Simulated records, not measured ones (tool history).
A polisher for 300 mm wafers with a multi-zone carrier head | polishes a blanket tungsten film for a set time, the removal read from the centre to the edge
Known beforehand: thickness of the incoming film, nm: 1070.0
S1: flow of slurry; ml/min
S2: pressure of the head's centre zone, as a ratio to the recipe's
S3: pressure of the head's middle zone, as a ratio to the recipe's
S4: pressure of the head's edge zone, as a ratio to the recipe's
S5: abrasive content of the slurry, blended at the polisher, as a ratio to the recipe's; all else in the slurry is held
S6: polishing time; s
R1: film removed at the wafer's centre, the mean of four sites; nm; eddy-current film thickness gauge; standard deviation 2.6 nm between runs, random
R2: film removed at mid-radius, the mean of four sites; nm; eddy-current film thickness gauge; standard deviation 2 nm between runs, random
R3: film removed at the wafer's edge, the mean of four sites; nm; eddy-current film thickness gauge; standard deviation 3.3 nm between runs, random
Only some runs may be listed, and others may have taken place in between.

run	hour	S1	S2	S3	S4	S5	S6	R1	R2	R3
1	0	195	1	1	1	1	46	410.07	414.16	406.71
2	6.3	195	1	1	1	1	37	326.11	333.75	327.34
3	9.5	190	1.01	1	0.96	0.95	37	334.53	327.06	311.29
4	10.2	190	1.01	0.95	0.96	0.95	37	324.96	311.25	310.87
5	12.6	190	1.01	0.95	0.96	0.95	30	267.06	253.26	255.01
6	17.9	150	1.01	0.95	0.96	0.95	30	252.11	242.28	246.03
7	22.6	180	1.01	0.97	0.96	0.95	30	258.3	257.82	254.66

Run 8 comes next. What will it give?
8	27.2	205	1.03	0.99	0.96	0.95	30	?	?	?

Run 8 gave R1 276.08 nm, R2 265.81 nm, R3 260.77 nm.
